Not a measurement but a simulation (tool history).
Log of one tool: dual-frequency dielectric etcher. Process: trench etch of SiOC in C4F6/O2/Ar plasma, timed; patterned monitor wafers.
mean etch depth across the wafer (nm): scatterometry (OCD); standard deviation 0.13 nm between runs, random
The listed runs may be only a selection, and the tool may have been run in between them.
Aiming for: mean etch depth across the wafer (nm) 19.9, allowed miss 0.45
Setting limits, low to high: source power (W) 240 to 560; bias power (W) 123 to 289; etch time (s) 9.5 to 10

run	hour	source power (W)	bias power (W)	etch time (s)	mean etch depth across the wafer (nm)
1	0	400	206	10	24.074
2	5	340	206	10	22.255
3	14	380	206	10	23.233
4	21.2	450	206	10	25.428
5	26.2	400	200	10	23.975
6	33.6	360	195	10	22.878
7	35.5	280	167	10	19.403
8	41.2	280	168	10	19.484

4 candidate next runs follow, results not yet known. Just one meets every target within its allowed miss. Identify it.
A	46.9	270	184	9.5	?
B	46.9	280	186	9.5	?
C	46.9	290	166	9.5	?
D	46.9	310	150	10	?

move	mean etch depth across the wafer (nm)
A	18.367
B	18.75
C	18.621
D	19.846
A: further off than the last run
B: further off than the last run
C: further off than the last run
D: hits every target within its allowed miss
Move D is the one to make.

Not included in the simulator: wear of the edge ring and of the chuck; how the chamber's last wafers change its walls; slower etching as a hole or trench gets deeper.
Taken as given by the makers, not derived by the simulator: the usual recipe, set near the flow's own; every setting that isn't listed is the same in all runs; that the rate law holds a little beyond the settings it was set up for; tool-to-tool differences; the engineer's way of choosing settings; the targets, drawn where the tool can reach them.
